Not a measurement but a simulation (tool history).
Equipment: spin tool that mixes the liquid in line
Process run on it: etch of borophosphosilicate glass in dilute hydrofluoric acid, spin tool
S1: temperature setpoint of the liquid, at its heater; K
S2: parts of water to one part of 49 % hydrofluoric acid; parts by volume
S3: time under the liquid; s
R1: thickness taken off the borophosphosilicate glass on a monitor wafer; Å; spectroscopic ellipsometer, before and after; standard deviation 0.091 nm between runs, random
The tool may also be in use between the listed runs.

run,hour,S1,S2,S3,R1
1,0,293.15,300,50,85.669
2,7.3,295.15,275,50,102.76
3,8.1,295.15,180,50,174.73
4,16.4,297.65,180,50,191.7
5,17.6,297.15,180,50,185.48
6,21.3,296.65,180,50,183.82
7,30.3,296.15,180,50,179.23

For run 8, what comes out?
8,32.8,295.65,180,50,?

R1: 176.56 Å
